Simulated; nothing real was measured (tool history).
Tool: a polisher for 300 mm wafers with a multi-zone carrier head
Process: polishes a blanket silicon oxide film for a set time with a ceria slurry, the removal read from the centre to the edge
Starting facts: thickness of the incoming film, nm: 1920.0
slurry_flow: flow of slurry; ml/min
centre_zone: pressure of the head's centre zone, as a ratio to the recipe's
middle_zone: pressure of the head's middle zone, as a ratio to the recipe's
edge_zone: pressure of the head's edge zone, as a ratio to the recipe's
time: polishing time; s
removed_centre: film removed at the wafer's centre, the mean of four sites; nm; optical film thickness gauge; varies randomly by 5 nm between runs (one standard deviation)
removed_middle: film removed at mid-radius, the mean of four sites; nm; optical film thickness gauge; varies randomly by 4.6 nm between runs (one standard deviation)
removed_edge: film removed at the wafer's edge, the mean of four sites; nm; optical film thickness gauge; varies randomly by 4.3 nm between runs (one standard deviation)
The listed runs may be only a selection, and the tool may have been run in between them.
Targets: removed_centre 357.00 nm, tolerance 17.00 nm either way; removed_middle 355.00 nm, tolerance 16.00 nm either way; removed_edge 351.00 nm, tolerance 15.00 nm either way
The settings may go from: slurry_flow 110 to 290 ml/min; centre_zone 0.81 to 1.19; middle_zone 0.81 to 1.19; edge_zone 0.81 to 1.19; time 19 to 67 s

run	hour	slurry_flow	centre_zone	middle_zone	edge_zone	time	removed_centre	removed_middle	removed_edge
1	0.0	185	1.00	1.00	1.00	43	257.98	261.67	267.99
2	3.3	190	1.01	1.01	1.01	44	273.63	275.94	275.46
3	12.2	195	1.01	1.01	1.03	45	281.37	283.03	286.88
4	19.5	200	1.02	1.02	1.05	46	291.18	291.40	286.13
5	20.8	200	1.02	1.02	1.05	47	302.22	303.73	293.45
6	21.8	200	1.02	1.01	1.05	48	304.86	302.74	307.57
7	26.2	205	1.02	1.01	1.05	49	308.61	306.30	310.70
8	31.9	205	1.02	1.01	1.05	50	322.75	324.63	313.93
9	32.7	205	1.02	1.01	1.06	51	322.91	318.85	323.70
10	40.5	205	1.02	1.01	1.06	52	329.87	327.12	332.11
11	46.9	210	1.02	1.01	1.06	52	326.12	330.53	332.38

Of the 4 settings listed for the next run, only one would bring every result within its allowed miss of target. Which one?
A	53.3	160	0.88	1.02	1.00	55	?	?	?
B	53.3	180	1.02	1.02	1.00	57	?	?	?
C	53.3	230	1.07	0.91	1.10	52	?	?	?
D	53.3	180	1.18	1.00	1.13	49	?	?	?

move	removed_centre	removed_middle	removed_edge
A	292.42	340.95	325.84
B	358.64	359.28	342.00
C	355.48	312.62	334.44
D	356.99	304.30	311.57
A: further off than the last run
B: all results land within tolerance of their targets
C: the worst result of the last run now meets its target, but another is out of spec
D: the worst result of the last run now meets its target, but another is out of spec
Correct choice: B, which meets every target

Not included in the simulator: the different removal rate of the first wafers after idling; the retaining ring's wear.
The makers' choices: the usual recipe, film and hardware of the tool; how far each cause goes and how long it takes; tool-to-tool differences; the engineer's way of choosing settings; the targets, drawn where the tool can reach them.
